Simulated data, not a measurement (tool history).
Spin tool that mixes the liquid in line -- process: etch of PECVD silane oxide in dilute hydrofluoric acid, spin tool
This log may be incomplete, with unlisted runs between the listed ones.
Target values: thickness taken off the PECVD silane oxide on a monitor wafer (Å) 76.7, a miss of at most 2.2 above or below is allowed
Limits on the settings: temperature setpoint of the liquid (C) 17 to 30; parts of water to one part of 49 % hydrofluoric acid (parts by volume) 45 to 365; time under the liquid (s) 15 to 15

run  hour  temperature setpoint of the liquid (C)  parts of water to one part of 49 % hydrofluoric acid (parts by volume)  time under the liquid (s)  thickness taken off the PECVD silane oxide on a monitor wafer (Å)
  1     0                                      22                                                                     205                         15                                                             30.803
  2   1.3                                      23                                                                     190                         15                                                             35.335
  3   8.4                                      23                                                                     220                         15                                                             28.903
  4  11.6                                      24                                                                     205                         15                                                             33.133
  5  13.9                                      24                                                                     205                         15                                                             33.167
  6  15.7                                    24.5                                                                     190                         15                                                             36.684
  7  21.5                                      25                                                                     180                         15                                                             39.708
  8  23.7                                    25.5                                                                     170                         15                                                             43.246
  9  25.6                                      26                                                                     160                         15                                                             47.005
 10  29.4                                      30                                                                      90                         15                                                             108.04
 11  35.7                                    29.5                                                                      90                         15                                                              104.8
 12    38                                      29                                                                      90                         15                                                             104.14
 13  45.1                                      28                                                                      90                         15                                                             99.675
 14  50.8                                      27                                                                      90                         15                                                             96.708
 15  55.3                                      26                                                                      90                         15                                                             91.192
 16  58.9                                    25.5                                                                      90                         15                                                             90.704
 17  61.2                                      25                                                                      90                         15                                                             89.061
 18  69.5                                    24.5                                                                      90                         15                                                             86.593
 19    78                                      24                                                                      90                         15                                                             85.178
 20    86                                    23.5                                                                      90                         15                                                             83.864
 21  90.2                                      23                                                                      90                         15                                                             81.949

Of the 5 settings listed for the next run, only one would bring every result within its allowed miss of target. Which one?
  A  94.4                                    25.5                                                                     100                         15                                                                  ?
  B  94.4                                      23                                                                      80                         15                                                                  ?
  C  94.4                                      22                                                                      80                         15                                                                  ?
  D  94.4                                      21                                                                      90                         15                                                                  ?
  E  94.4                                    26.5                                                                      95                         15                                                                  ?

move  thickness taken off the PECVD silane oxide on a monitor wafer (Å)
   A                                                             80.135
   B                                                             92.981
   C                                                              89.27
   D                                                             75.271
   E                                                             88.273
A: nearer the targets than the last run, but a result is still out of spec
B: its largest miss is bigger than the last run's
C: its largest miss is bigger than the last run's
D: all results land within tolerance of their targets
E: its largest miss is bigger than the last run's
So the answer is move D, the one that meets all the targets.

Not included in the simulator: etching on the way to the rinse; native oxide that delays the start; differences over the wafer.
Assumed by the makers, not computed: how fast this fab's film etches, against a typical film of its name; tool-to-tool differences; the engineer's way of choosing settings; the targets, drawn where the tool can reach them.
